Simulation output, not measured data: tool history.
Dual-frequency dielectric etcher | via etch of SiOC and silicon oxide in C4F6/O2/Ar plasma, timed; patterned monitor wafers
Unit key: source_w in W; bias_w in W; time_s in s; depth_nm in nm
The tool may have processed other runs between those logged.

run	day	source_w	bias_w	time_s	depth_nm
1	0	460	145	97.5	104.59
2	0.062	460	145	97.5	105.24
3	0.354	400	145	97.5	101.21
4	0.492	400	145	97.5	100.58
5	0.812	400	145	97.5	101.3
6	1.15	420	146	97.5	102.67
7	1.321	440	147	97.5	104.56
8	1.612	460	147	97.5	106.18
9	1.721	470	147	97.5	106.28

The next listed run, before its measurement:
10	1.746	480	147	97.5	?

depth_nm: 107.46 nm
